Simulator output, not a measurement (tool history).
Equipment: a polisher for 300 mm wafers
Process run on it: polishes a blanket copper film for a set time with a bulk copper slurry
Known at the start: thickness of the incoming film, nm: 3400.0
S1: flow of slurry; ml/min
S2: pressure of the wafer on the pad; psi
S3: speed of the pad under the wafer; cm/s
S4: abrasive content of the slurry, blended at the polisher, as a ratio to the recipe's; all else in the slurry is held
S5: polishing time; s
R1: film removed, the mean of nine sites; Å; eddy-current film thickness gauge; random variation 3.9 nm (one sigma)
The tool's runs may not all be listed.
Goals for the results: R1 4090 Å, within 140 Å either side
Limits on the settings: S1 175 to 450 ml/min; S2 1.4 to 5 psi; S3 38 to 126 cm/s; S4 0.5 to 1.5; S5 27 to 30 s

run,hour,S1,S2,S3,S4,S5,R1
1,0,290,3.2,82,1,30,2158.1
2,4.2,245,3.2,82,1,30,2096.9
3,11.9,250,3.4,82,1,30,2238.5
4,19.3,255,3.6,82,1,30,2400.1
5,26.1,260,3.8,82,1,30,2532.3
6,31.7,260,3.3,82,1,30,2170.5
7,37.7,265,3.5,82,1,30,2306
8,41.9,265,3.7,84,1,30,2532.5
9,49.4,270,3.8,84,1,30,2595
10,52.1,270,3.9,84,1,30,2645.1
11,57,270,4,86,1,30,2747.6
12,61.7,270,4.1,88,1,30,2915.1
13,65.4,270,4.2,88,1,30,2954.4
14,70.7,270,4.3,90,1,30,3119.4
15,75.3,275,5,96,1,30,3861.9

Which one of the following 4 next-run settings gets every result inside its allowed miss? There is exactly one.
A,79.9,240,4.4,108,1.1,29,?
B,79.9,230,4.9,108,1,30,?
C,79.9,320,5,92,1,29,?
D,79.9,240,4.7,100,0.9,30,?

move,R1
A,3718.7
B,4164.8
C,3641.9
D,3646.7
A: lands further from the targets than the last run did
B: hits every target within its allowed miss
C: lands further from the targets than the last run did
D: lands further from the targets than the last run did
The move that meets every target is B.
